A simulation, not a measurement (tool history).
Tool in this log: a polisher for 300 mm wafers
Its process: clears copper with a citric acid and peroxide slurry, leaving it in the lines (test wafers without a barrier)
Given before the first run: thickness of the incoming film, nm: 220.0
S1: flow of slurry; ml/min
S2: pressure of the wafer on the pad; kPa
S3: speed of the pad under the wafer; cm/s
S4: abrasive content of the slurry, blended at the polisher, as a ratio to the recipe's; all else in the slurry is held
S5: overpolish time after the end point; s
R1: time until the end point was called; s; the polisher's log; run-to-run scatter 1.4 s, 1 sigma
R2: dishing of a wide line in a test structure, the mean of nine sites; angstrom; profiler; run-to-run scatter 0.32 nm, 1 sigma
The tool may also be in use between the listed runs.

Run 1, day 0: S1 165 ml/min, S2 22.8 kPa, S3 102 cm/s, S4 1, S5 18 s. Result: R1 87.81 s, R2 332.03 angstrom.
Run 2, day 0.038: S1 165 ml/min, S2 22.8 kPa, S3 102 cm/s, S4 0.85, S5 18 s. Result: R1 88.118 s, R2 315.73 angstrom.
Run 3, day 0.329: S1 165 ml/min, S2 22.1 kPa, S3 104 cm/s, S4 0.75, S5 15 s. Result: R1 89.135 s, R2 268.92 angstrom.
Run 4, day 0.671: S1 165 ml/min, S2 22.1 kPa, S3 104 cm/s, S4 0.75, S5 8 s. Result: R1 89.784 s, R2 153.87 angstrom.
Run 5, day 0.829: S1 145 ml/min, S2 22.1 kPa, S3 104 cm/s, S4 0.75, S5 8 s. Result: R1 93.78 s, R2 142.5 angstrom.
Run 6, day 0.904: S1 145 ml/min, S2 22.1 kPa, S3 104 cm/s, S4 0.75, S5 14 s. Result: R1 94.178 s, R2 242.19 angstrom.

Run 7, settings as shown, results not yet in. Your forecast:
Run 7, day 1.025: S1 160 ml/min, S2 22.1 kPa, S3 104 cm/s, S4 0.75, S5 12 s. Result: R1 ?, R2 ?.

R1: 93.084 s
R2: 228.6 angstrom
